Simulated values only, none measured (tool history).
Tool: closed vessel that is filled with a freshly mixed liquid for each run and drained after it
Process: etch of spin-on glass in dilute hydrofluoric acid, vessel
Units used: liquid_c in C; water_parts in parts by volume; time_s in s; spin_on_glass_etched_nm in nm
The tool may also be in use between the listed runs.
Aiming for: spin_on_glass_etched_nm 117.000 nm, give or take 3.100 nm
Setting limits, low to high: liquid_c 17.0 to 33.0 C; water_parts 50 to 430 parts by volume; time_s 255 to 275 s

run    day  liquid_c  water_parts  time_s  spin_on_glass_etched_nm
  1  0.000      25.0          240     255                   60.260
  2  0.025      26.5          240     255                   63.496
  3  0.217      29.5          240     255                   70.779
  4  0.362      29.5          240     255                   70.594
  5  0.642      29.5          240     255                   70.169
  6  0.967      30.5          220     255                   81.695
  7  1.058      31.0          210     255                   88.273
  8  1.158      31.5          200     255                   94.962
  9  1.500      33.0          165     255                  126.830
 10  1.683      32.5          165     255                  124.560

Next run, 4 choices. One meets every target within its allowed miss, the rest don't. Which?
  A  1.867      33.0          185     255                        ?
  B  1.867      31.5          150     255                        ?
  C  1.867      32.5          175     255                        ?
  D  1.867      33.0          160     260                        ?

move  spin_on_glass_etched_nm
   A                  108.980
   B                  133.750
   C                  114.780
   D                  132.900
A: the result that was furthest off in the last run now lies on the other side of its target
B: misses by more than the last run did
C: in spec on every target
D: misses by more than the last run did
Go with C: it meets all targets.
